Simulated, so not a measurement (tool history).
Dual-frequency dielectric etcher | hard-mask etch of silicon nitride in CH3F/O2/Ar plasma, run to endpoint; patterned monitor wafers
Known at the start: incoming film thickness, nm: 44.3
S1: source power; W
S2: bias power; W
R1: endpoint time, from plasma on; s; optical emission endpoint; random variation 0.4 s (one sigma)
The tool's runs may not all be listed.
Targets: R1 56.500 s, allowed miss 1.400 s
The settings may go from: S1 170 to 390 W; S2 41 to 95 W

| run | hour | S1 | S2 | R1 |
|---|---|---|---|---|
| 1 | 0.0 | 280 | 68 | 71.625 |
| 2 | 7.3 | 310 | 73 | 66.334 |
| 3 | 9.6 | 330 | 75 | 64.267 |
| 4 | 11.5 | 340 | 78 | 62.482 |
| 5 | 19.5 | 340 | 66 | 68.004 |
| 6 | 28.1 | 350 | 71 | 63.742 |
| 7 | 31.6 | 360 | 74 | 62.529 |
| 8 | 32.2 | 370 | 77 | 60.423 |
| 9 | 36.2 | 380 | 79 | 59.061 |
| 10 | 43.7 | 380 | 80 | 57.398 |

5 next moves are on the table. One of them brings every result within its allowed miss. Which?
| A | 51.2 | 350 | 90 | ? |
| B | 51.2 | 390 | 76 | ? |
| C | 51.2 | 360 | 79 | ? |
| D | 51.2 | 350 | 82 | ? |
| E | 51.2 | 380 | 79 | ? |

| move | R1 |
|---|---|
| A | 56.042 |
| B | 58.733 |
| C | 59.353 |
| D | 58.834 |
| E | 58.125 |
A: meets every target
B: further off than the last run
C: further off than the last run
D: further off than the last run
E: further off than the last run
Answer: A

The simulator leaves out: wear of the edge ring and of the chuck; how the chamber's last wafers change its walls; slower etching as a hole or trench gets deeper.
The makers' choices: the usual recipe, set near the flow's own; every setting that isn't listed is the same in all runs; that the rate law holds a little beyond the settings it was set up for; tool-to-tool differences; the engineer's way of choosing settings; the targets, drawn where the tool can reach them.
